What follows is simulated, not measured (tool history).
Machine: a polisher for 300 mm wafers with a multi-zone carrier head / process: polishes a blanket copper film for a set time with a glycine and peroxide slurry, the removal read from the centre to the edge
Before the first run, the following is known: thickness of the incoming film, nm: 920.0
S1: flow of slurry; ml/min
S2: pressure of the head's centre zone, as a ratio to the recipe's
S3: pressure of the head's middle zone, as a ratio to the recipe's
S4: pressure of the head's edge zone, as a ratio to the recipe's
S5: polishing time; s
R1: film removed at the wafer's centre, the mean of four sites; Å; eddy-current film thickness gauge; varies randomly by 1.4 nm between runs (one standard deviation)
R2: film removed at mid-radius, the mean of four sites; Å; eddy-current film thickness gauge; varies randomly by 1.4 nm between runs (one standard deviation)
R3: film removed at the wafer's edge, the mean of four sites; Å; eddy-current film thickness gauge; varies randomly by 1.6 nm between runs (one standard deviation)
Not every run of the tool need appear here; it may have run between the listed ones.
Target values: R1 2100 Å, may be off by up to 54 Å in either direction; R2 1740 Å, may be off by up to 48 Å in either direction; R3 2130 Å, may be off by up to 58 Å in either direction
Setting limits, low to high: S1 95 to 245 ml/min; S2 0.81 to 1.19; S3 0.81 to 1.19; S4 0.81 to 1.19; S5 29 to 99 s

Run 1, hour 0: S1 155 ml/min, S2 1, S3 1, S4 1, S5 64 s. Result: R1 3815.7 Å, R2 3811.8 Å, R3 3749.7 Å.
Run 2, hour 5: S1 145 ml/min, S2 1, S3 0.97, S4 1.01, S5 58 s. Result: R1 3395.9 Å, R2 3362.2 Å, R3 3477.2 Å.
Run 3, hour 9.6: S1 135 ml/min, S2 1.01, S3 0.94, S4 0.99, S5 53 s. Result: R1 3064.9 Å, R2 2928.4 Å, R3 3037 Å.
Run 4, hour 18.3: S1 130 ml/min, S2 1.02, S3 0.92, S4 1, S5 50 s. Result: R1 2894.3 Å, R2 2738 Å, R3 2869.2 Å.
Run 5, hour 25.4: S1 125 ml/min, S2 1.04, S3 0.9, S4 1.03, S5 47 s. Result: R1 2746.2 Å, R2 2494.5 Å, R3 2755.8 Å.
Run 6, hour 31.6: S1 120 ml/min, S2 1.05, S3 0.89, S4 1.04, S5 45 s. Result: R1 2643.3 Å, R2 2343.6 Å, R3 2614 Å.
Run 7, hour 39.5: S1 115 ml/min, S2 1.05, S3 0.88, S4 1.05, S5 43 s. Result: R1 2489.5 Å, R2 2152.7 Å, R3 2463.2 Å.
Run 8, hour 43.7: S1 110 ml/min, S2 1.05, S3 0.87, S4 1.05, S5 42 s. Result: R1 2351.9 Å, R2 2107.6 Å, R3 2388.1 Å.
Run 9, hour 50.1: S1 110 ml/min, S2 1.06, S3 0.86, S4 1.06, S5 41 s. Result: R1 2328.6 Å, R2 2041.8 Å, R3 2362.5 Å.
Run 10, hour 54: S1 95 ml/min, S2 1.07, S3 0.81, S4 1.06, S5 34 s. Result: R1 1869.8 Å, R2 1537.6 Å, R3 1900.3 Å.

Consider the 4 candidate settings below. Which is the only one whose results all fall within their allowed miss of target?
Run A, hour 57.9: S1 95 ml/min, S2 0.81, S3 0.82, S4 1.15, S5 38 s. Result: R1 ?, R2 ?, R3 ?.
Run B, hour 57.9: S1 105 ml/min, S2 1.1, S3 0.85, S4 1.16, S5 36 s. Result: R1 ?, R2 ?, R3 ?.
Run C, hour 57.9: S1 100 ml/min, S2 0.9, S3 0.81, S4 1.18, S5 37 s. Result: R1 ?, R2 ?, R3 ?.
Run D, hour 57.9: S1 95 ml/min, S2 0.96, S3 0.91, S4 1.05, S5 32 s. Result: R1 ?, R2 ?, R3 ?.

move      R1      R2      R3
   A  1562.4  1739.2  2200.2
   B  2097.5  1741.3  2141.7
   C  1727.9  1710.4  2197.7
   D  1562.4  1563.6  1767.8
A: misses by more than the last run did
B: every result within its allowed miss
C: misses by more than the last run did
D: misses by more than the last run did
B meets every target.

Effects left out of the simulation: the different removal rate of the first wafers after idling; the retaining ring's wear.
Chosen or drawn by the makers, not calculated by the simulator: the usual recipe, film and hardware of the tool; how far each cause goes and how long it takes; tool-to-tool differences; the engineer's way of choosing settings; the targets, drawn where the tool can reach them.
